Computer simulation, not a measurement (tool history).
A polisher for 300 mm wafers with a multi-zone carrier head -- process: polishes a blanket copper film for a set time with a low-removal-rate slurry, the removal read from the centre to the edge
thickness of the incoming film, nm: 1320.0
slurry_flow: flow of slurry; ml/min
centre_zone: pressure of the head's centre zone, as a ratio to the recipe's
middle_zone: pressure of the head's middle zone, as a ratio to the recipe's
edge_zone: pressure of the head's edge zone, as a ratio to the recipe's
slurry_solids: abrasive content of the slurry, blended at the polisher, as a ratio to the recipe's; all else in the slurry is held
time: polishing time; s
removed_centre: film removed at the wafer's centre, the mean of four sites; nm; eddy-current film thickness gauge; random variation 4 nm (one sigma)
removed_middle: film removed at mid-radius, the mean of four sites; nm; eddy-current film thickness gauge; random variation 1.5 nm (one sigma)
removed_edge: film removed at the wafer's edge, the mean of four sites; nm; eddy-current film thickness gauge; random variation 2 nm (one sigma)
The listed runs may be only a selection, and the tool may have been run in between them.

run,hour,slurry_flow,centre_zone,middle_zone,edge_zone,slurry_solids,time,removed_centre,removed_middle,removed_edge
1,0.0,165,1.00,1.00,1.00,1.00,69,216.01,219.40,215.79
2,1.8,170,1.01,1.00,1.02,1.00,69,218.02,216.03,215.16
3,5.9,150,1.01,1.00,1.02,1.00,69,210.39,212.44,212.14
4,12.5,160,1.02,1.00,1.03,1.05,69,217.69,216.09,219.35
5,16.6,160,1.02,1.00,1.03,1.15,69,221.27,220.53,225.06
6,20.0,160,1.02,1.00,1.10,1.15,69,216.88,223.03,226.42
7,23.3,165,1.03,0.99,1.10,1.20,69,220.61,220.99,230.55
8,24.2,165,1.03,0.99,1.10,1.20,69,222.30,222.87,234.14
9,28.8,175,1.04,0.99,1.10,1.20,69,232.12,222.10,229.82
10,37.5,180,1.04,0.99,1.10,1.25,69,232.96,229.03,234.17
11,38.2,180,1.05,0.98,1.10,1.30,69,229.82,228.72,237.26
12,46.3,185,1.07,0.97,1.11,1.30,69,242.90,226.22,238.72
13,47.9,185,1.07,0.97,1.11,1.30,69,247.54,224.76,238.71
14,48.4,190,1.07,0.97,1.12,1.30,69,250.37,226.13,244.67
15,51.2,195,1.07,0.97,1.12,1.30,69,248.41,228.14,241.59
16,55.7,200,1.07,0.97,1.13,1.30,69,250.22,229.27,244.29
17,62.2,205,1.07,0.97,1.14,1.30,69,247.59,228.91,247.52
18,70.4,210,1.08,0.97,1.14,1.30,69,246.82,228.75,247.63

For run 19, what comes out?
19,75.4,215,1.09,0.97,1.14,1.30,69,?,?,?

Run 19 gave removed_centre 255.97 nm, removed_middle 231.12 nm, removed_edge 247.71 nm.

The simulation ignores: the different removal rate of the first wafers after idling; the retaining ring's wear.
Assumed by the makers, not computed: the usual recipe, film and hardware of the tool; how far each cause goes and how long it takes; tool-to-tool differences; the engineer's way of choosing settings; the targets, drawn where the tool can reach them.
